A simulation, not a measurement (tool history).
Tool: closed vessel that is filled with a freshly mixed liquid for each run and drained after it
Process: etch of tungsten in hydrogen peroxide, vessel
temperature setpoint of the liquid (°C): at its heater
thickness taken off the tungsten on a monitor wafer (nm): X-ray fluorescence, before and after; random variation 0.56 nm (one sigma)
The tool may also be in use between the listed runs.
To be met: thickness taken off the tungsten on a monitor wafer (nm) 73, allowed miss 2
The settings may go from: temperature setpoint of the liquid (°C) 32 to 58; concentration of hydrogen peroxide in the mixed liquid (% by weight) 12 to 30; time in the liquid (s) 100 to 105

run,hour,temperature setpoint of the liquid (°C),concentration of hydrogen peroxide in the mixed liquid (% by weight),time in the liquid (s),thickness taken off the tungsten on a monitor wafer (nm)
1,0,42,20.5,100,155.46
2,0.9,39.5,19.5,100,130.01
3,3.5,37.5,18.5,100,108.78
4,4.1,36,18.5,100,100.12
5,8.4,35,18,100,92.042
6,10.5,34,17.5,100,84.391
7,14.1,33.5,17.5,100,82.349
8,21,33,17.5,100,77.788
9,27.5,32.5,17.5,100,76.154

Which of these 5 next moves meets every target?
A,34,32,21.5,100,?
B,34,33,17.5,100,?
C,34,33,15,100,?
D,34,35,13.5,105,?
E,34,34.5,12.5,105,?

move,thickness taken off the tungsten on a monitor wafer (nm)
A,82.603
B,79.793
C,73.874
D,84.249
E,78.386
A: further off than the last run
B: further off than the last run
C: meets every target
D: further off than the last run
E: further off than the last run
Answer: C
